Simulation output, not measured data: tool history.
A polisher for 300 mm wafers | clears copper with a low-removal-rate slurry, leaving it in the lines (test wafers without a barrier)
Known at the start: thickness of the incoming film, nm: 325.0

run	day	flow of slurry (ml/min)	pressure of the wafer on the pad (psi)	speed of the pad under the wafer (cm/s)	abrasive content of the slurry	overpolish time after the end point (s)	time until the end point was called (s)	dishing of a wide line in a test structure (Å)
1	0	310	3.8	88	1	23	82.068	555.3
2	0.117	310	3.8	88	1.15	23	82.782	573.37
3	0.254	310	3.5	86	1.15	22	88.09	512.68
4	0.312	310	3.2	82	1.15	22	100.96	443.36
5	0.562	310	3.2	82	1.25	22	98.926	465.83
6	0.762	275	3.2	82	1.25	22	99.066	452.76
7	1.046	275	3	80	1.25	22	108.51	407.68
8	1.267	275	3	80	1.25	22	107.48	429.4
9	1.633	275	2.8	78	1.25	22	119.52	401.21
10	1.721	275	2.7	78	1.25	21	118.6	386.68
11	1.808	270	1.7	66	1.25	19	194.62	213.22
12	1.875	270	1.8	66	1.25	19	192.73	222.95

The next listed run, before its measurement:
13	2.192	270	1.9	66	1.25	19	?	?

time until the end point was called (s): 180.31
dishing of a wide line in a test structure (Å): 234.58
